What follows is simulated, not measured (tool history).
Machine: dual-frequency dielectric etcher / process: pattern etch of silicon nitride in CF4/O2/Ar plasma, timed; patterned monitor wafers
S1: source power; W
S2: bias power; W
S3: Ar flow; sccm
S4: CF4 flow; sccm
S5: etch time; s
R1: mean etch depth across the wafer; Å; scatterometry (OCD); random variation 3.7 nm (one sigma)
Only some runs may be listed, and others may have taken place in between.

run	day	S1	S2	S3	S4	S5	R1
1	0.000	730	57	129	125	499.0	15096
2	0.254	710	57	129	125	499.0	14601
3	0.354	690	57	129	125	499.0	14242
4	0.667	670	57	129	125	499.0	13786
5	0.688	660	57	129	125	499.0	13567
6	1.025	650	57	129	125	499.0	13352

Forecast run 7:
7	1.371	640	57	129	125	499.0	?

R1: 13157 Å
